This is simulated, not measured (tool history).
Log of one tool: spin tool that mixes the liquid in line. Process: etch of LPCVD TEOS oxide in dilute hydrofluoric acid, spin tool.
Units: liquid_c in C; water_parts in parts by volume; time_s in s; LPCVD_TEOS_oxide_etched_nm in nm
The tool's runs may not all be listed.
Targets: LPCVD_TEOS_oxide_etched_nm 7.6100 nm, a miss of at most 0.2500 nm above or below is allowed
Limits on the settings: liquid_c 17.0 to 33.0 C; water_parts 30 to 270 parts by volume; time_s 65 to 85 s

| run | hour | liquid_c | water_parts | time_s | LPCVD_TEOS_oxide_etched_nm |
|---|---|---|---|---|---|
| 1 | 0.0 | 25.0 | 150 | 85 | 9.3876 |
| 2 | 8.4 | 24.5 | 150 | 85 | 9.0790 |
| 3 | 17.1 | 24.0 | 150 | 85 | 9.1238 |
| 4 | 22.5 | 24.0 | 150 | 85 | 9.1174 |
| 5 | 23.5 | 24.0 | 150 | 85 | 9.0213 |
| 6 | 32.1 | 23.5 | 150 | 85 | 8.8088 |
| 7 | 33.3 | 23.0 | 150 | 85 | 8.7733 |
| 8 | 40.4 | 19.0 | 155 | 85 | 7.0592 |

4 candidate next runs follow, results not yet known. Just one meets every target within its allowed miss. Identify it.
| A | 47.5 | 19.0 | 135 | 65 | ? |
| B | 47.5 | 17.5 | 165 | 85 | ? |
| C | 47.5 | 18.5 | 105 | 65 | ? |
| D | 47.5 | 17.5 | 140 | 85 | ? |

| move | LPCVD_TEOS_oxide_etched_nm |
|---|---|
| A | 6.3129 |
| B | 6.1686 |
| C | 8.2069 |
| D | 7.4501 |
A: the biggest miss grows against the last run
B: the biggest miss grows against the last run
C: the result that was furthest off in the last run now lies on the other side of its target
D: every result lands within tolerance
The right move is D.

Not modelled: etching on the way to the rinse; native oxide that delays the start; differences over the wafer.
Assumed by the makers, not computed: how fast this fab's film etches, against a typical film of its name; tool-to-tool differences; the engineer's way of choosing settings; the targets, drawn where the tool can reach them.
